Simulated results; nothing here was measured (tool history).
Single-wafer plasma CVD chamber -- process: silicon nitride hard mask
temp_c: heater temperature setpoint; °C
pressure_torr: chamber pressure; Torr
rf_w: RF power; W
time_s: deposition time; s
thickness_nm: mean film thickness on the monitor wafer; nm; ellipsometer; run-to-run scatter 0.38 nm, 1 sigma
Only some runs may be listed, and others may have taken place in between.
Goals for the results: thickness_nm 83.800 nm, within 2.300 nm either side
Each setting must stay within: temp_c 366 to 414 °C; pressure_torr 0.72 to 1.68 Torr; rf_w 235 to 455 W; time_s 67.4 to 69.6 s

run  hour  temp_c  pressure_torr  rf_w  time_s  thickness_nm
  1   0.0     390           1.20   345    67.4        70.460
  2   5.5     390           1.25   350    67.5        71.768
  3   7.4     390           1.45   350    67.5        75.705
  4   7.9     390           1.53   350    67.5        76.794
  5  15.0     390           1.53   300    67.5        67.192
  6  16.3     390           1.54   310    67.7        70.388
  7  17.6     390           1.55   320    67.9        72.444
  8  22.9     390           1.56   325    68.0        73.698
  9  31.0     390           1.57   330    68.1        74.933
 10  34.9     390           1.58   335    68.2        75.296
 11  37.3     390           1.65   385    69.5        86.997

Which single option among these 4 for the next run brings every result within its allowed miss of target? Just one does.
  A  39.7     389           1.61   395    69.6             ?
  B  39.7     390           1.60   415    69.6             ?
  C  39.7     392           1.67   400    69.6             ?
  D  39.7     383           1.57   375    68.8             ?

move  thickness_nm
   A        87.191
   B        89.972
   C        88.756
   D        82.687
A: its largest miss is bigger than the last run's
B: its largest miss is bigger than the last run's
C: its largest miss is bigger than the last run's
D: each result inside its tolerance
The right move is D.

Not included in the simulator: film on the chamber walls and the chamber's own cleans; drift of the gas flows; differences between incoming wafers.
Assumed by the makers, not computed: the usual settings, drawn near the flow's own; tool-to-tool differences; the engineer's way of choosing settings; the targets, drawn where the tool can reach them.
